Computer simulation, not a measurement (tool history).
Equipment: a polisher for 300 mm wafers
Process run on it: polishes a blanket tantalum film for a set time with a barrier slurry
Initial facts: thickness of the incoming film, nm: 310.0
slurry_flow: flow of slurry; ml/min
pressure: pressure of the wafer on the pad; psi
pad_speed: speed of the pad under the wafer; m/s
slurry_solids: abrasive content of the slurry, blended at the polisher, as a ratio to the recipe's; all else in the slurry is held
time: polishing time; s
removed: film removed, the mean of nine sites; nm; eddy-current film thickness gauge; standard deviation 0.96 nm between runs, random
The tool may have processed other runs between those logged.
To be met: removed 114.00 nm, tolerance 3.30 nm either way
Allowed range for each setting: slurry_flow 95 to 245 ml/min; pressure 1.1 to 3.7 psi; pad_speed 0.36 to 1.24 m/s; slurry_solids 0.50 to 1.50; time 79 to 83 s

{"run": 1, "hour": 0.0, "slurry_flow": 155, "pressure": 2.4, "pad_speed": 0.8, "slurry_solids": 1.0, "time": 79, "removed": 147.67}
{"run": 2, "hour": 6.0, "slurry_flow": 155, "pressure": 2.4, "pad_speed": 0.96, "slurry_solids": 1.0, "time": 79, "removed": 175.12}
{"run": 3, "hour": 14.6, "slurry_flow": 150, "pressure": 2.2, "pad_speed": 0.96, "slurry_solids": 1.0, "time": 79, "removed": 160.24}
{"run": 4, "hour": 15.3, "slurry_flow": 145, "pressure": 2.1, "pad_speed": 0.96, "slurry_solids": 1.0, "time": 79, "removed": 150.58}
{"run": 5, "hour": 20.7, "slurry_flow": 140, "pressure": 2.0, "pad_speed": 0.96, "slurry_solids": 1.0, "time": 79, "removed": 143.98}
{"run": 6, "hour": 28.6, "slurry_flow": 135, "pressure": 1.9, "pad_speed": 0.96, "slurry_solids": 1.0, "time": 79, "removed": 134.88}
{"run": 7, "hour": 32.0, "slurry_flow": 130, "pressure": 1.9, "pad_speed": 0.96, "slurry_solids": 1.0, "time": 79, "removed": 133.95}
{"run": 8, "hour": 38.0, "slurry_flow": 115, "pressure": 1.5, "pad_speed": 0.96, "slurry_solids": 1.0, "time": 79, "removed": 103.95}
{"run": 9, "hour": 41.1, "slurry_flow": 120, "pressure": 1.5, "pad_speed": 0.96, "slurry_solids": 1.0, "time": 79, "removed": 105.58}
{"run": 10, "hour": 44.3, "slurry_flow": 125, "pressure": 1.5, "pad_speed": 0.96, "slurry_solids": 1.0, "time": 79, "removed": 106.79}
{"run": 11, "hour": 48.3, "slurry_flow": 130, "pressure": 1.5, "pad_speed": 0.96, "slurry_solids": 1.0, "time": 79, "removed": 106.85}
{"run": 12, "hour": 51.2, "slurry_flow": 150, "pressure": 1.6, "pad_speed": 0.96, "slurry_solids": 1.0, "time": 79, "removed": 118.35}

Exercise: of the 4 proposed moves below, exactly one satisfies all targets within the stated allowed misses. Which move is it?
{"run": "A", "hour": 54.1, "slurry_flow": 120, "pressure": 1.7, "pad_speed": 1.04, "slurry_solids": 0.9, "time": 79, "removed": "?"}
{"run": "B", "hour": 54.1, "slurry_flow": 185, "pressure": 1.5, "pad_speed": 1.06, "slurry_solids": 0.95, "time": 79, "removed": "?"}
{"run": "C", "hour": 54.1, "slurry_flow": 155, "pressure": 1.6, "pad_speed": 0.96, "slurry_solids": 1.05, "time": 83, "removed": "?"}
{"run": "D", "hour": 54.1, "slurry_flow": 155, "pressure": 1.6, "pad_speed": 0.92, "slurry_solids": 1.0, "time": 80, "removed": "?"}

move=A removed=124.33
move=B removed=123.72
move=C removed=126.17
move=D removed=114.85
A: the biggest miss grows against the last run
B: the biggest miss grows against the last run
C: the biggest miss grows against the last run
D: hits every target within its allowed miss
Answer: D

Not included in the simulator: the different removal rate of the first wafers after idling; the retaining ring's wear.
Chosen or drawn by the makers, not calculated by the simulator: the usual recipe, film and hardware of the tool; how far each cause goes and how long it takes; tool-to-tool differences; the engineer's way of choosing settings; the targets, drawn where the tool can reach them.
